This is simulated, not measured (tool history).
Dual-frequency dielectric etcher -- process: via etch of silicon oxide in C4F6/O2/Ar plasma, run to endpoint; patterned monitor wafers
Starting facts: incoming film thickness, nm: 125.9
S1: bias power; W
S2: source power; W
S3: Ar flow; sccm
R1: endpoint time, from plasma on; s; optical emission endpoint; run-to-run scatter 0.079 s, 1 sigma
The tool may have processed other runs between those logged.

run	hour	S1	S2	S3	R1
1	0	524	370	354	29.054
2	7.3	544	370	353	28.794
3	15.1	544	320	353	29.842
4	17.1	544	360	353	29.077
5	24.4	563	370	350	28.514
6	28.7	607	370	350	27.839
7	31.9	620	380	347	27.331
8	34.4	631	390	345	27.014
9	35.2	641	400	343	26.774
10	39.4	651	410	341	26.427
11	44.1	651	410	341	26.494

Estimate the outcome of run 12 from the log above:
12	45.5	660	410	339	?

Logged for run 12: R1 26.155 s.
